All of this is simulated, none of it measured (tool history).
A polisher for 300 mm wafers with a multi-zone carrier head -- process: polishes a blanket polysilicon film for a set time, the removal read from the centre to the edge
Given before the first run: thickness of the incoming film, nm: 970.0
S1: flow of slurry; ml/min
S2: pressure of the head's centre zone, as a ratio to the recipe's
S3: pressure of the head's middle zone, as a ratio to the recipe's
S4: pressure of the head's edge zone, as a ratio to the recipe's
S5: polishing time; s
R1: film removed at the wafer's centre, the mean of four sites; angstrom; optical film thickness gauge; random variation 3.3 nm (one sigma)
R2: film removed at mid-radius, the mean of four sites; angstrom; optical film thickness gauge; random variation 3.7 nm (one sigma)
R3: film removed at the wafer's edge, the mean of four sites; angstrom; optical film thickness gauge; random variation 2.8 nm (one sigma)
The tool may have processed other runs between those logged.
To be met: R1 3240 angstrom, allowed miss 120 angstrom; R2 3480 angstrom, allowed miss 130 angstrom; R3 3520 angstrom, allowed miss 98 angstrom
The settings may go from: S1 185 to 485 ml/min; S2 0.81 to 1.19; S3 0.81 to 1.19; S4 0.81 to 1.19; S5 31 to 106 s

{"run": 1, "day": 0.0, "S1": 310, "S2": 1, "S3": 1, "S4": 1, "S5": 68, "R1": 4184.5, "R2": 3850.1, "R3": 3861.7}
{"run": 2, "day": 0.321, "S1": 310, "S2": 1, "S3": 1.07, "S4": 1, "S5": 68, "R1": 4089.5, "R2": 4062.2, "R3": 3864.5}
{"run": 3, "day": 0.362, "S1": 305, "S2": 0.97, "S3": 1.05, "S4": 0.99, "S5": 67, "R1": 3981.3, "R2": 3910.5, "R3": 3809.2}
{"run": 4, "day": 0.529, "S1": 305, "S2": 1.03, "S3": 1.05, "S4": 0.99, "S5": 67, "R1": 4309.4, "R2": 3910, "R3": 3760.3}
{"day": 0.904, "done": "centre zone pressure recalibrated"}
{"run": 5, "day": 0.904, "S1": 300, "S2": 1, "S3": 1.04, "S4": 0.98, "S5": 66, "R1": 3868.9, "R2": 3840.8, "R3": 3749}
{"run": 6, "day": 1.208, "S1": 295, "S2": 1, "S3": 1.03, "S4": 0.97, "S5": 65, "R1": 3656.2, "R2": 3752.1, "R3": 3658.8}
{"run": 7, "day": 1.404, "S1": 285, "S2": 1, "S3": 1.02, "S4": 0.97, "S5": 65, "R1": 3831.9, "R2": 3750.8, "R3": 3646.5}
{"run": 8, "day": 1.6, "S1": 285, "S2": 0.98, "S3": 1.01, "S4": 0.96, "S5": 65, "R1": 3693.1, "R2": 3648.5, "R3": 3607.6}
{"run": 9, "day": 1.767, "S1": 260, "S2": 0.88, "S3": 1, "S4": 0.95, "S5": 65, "R1": 3234.9, "R2": 3615.7, "R3": 3542.6}

Below are 5 possible settings for the next run. Only one of them brings all results inside the allowed miss of their targets. Which is it?
{"run": "A", "day": 1.933, "S1": 190, "S2": 0.87, "S3": 1.03, "S4": 0.85, "S5": 72, "R1": "?", "R2": "?", "R3": "?"}
{"run": "B", "day": 1.933, "S1": 290, "S2": 0.88, "S3": 0.94, "S4": 0.92, "S5": 65, "R1": "?", "R2": "?", "R3": "?"}
{"run": "C", "day": 1.933, "S1": 250, "S2": 0.87, "S3": 1.03, "S4": 0.92, "S5": 68, "R1": "?", "R2": "?", "R3": "?"}
{"run": "D", "day": 1.933, "S1": 285, "S2": 0.88, "S3": 1.07, "S4": 0.94, "S5": 67, "R1": "?", "R2": "?", "R3": "?"}
{"run": "E", "day": 1.933, "S1": 185, "S2": 0.88, "S3": 1.01, "S4": 0.9, "S5": 70, "R1": "?", "R2": "?", "R3": "?"}

move=A R1=3404.6 R2=3965.1 R3=3620
move=B R1=3323.9 R2=3519.9 R3=3548.2
move=C R1=3372.2 R2=3907.2 R3=3658
move=D R1=3421.9 R2=4039.8 R3=3682.4
move=E R1=3329.3 R2=3772.3 R3=3599.8
A: the biggest miss grows against the last run
B: every result within its allowed miss
C: the biggest miss grows against the last run
D: the biggest miss grows against the last run
E: the biggest miss grows against the last run
Go with B: it meets all targets.
